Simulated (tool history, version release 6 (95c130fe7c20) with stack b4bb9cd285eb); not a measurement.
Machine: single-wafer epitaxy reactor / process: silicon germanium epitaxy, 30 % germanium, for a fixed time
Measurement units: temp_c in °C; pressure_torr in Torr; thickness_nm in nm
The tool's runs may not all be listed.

{"run": 1, "hour": 0.0, "temp_c": 625, "pressure_torr": 17.3, "thickness_nm": 90.474}
{"run": 2, "hour": 6.4, "temp_c": 627, "pressure_torr": 17.3, "thickness_nm": 93.748}
{"run": 3, "hour": 10.3, "temp_c": 628, "pressure_torr": 17.3, "thickness_nm": 95.157}
{"run": 4, "hour": 12.0, "temp_c": 629, "pressure_torr": 17.3, "thickness_nm": 96.095}
{"run": 5, "hour": 20.3, "temp_c": 624, "pressure_torr": 17.3, "thickness_nm": 88.006}
{"run": 6, "hour": 26.4, "temp_c": 620, "pressure_torr": 17.3, "thickness_nm": 83.423}
{"run": 7, "hour": 33.5, "temp_c": 623, "pressure_torr": 17.4, "thickness_nm": 87.855}

Run 8, settings as shown, results not yet in. Your forecast:
{"run": 8, "hour": 39.7, "temp_c": 623, "pressure_torr": 17.4, "thickness_nm": "?"}

thickness_nm: 87.093 nm
